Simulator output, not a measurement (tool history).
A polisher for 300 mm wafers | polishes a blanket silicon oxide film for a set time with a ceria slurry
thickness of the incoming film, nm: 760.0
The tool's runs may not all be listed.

run  hour  flow of slurry (ml/min)  pressure of the wafer on the pad (psi)  speed of the pad under the wafer (m/s)  polishing time (s)  film removed (nm)
  1   0.0                      290                                     3.3                                    1.36                  32            181.010
  2   0.9                      290                                     2.9                                    1.32                  32            156.190
  3   9.4                      255                                     2.9                                    1.32                  32            151.150
  4  15.6                      255                                     2.9                                    1.52                  32            166.310
  5  19.7                      255                                     2.9                                    1.86                  32            194.860
  6  20.8                      255                                     2.6                                    1.76                  32            164.200
  7  27.4                      255                                     2.4                                    1.70                  32            149.100
  8  28.3                      255                                     2.2                                    1.66                  32            139.160
  9  30.1                      255                                     1.5                                    1.34                  31             77.016

Run 10 comes next. What will it give?
 10  37.4                      255                                     2.1                                    1.36                  31                  ?

Run 10 gave film removed (nm) 109.940.

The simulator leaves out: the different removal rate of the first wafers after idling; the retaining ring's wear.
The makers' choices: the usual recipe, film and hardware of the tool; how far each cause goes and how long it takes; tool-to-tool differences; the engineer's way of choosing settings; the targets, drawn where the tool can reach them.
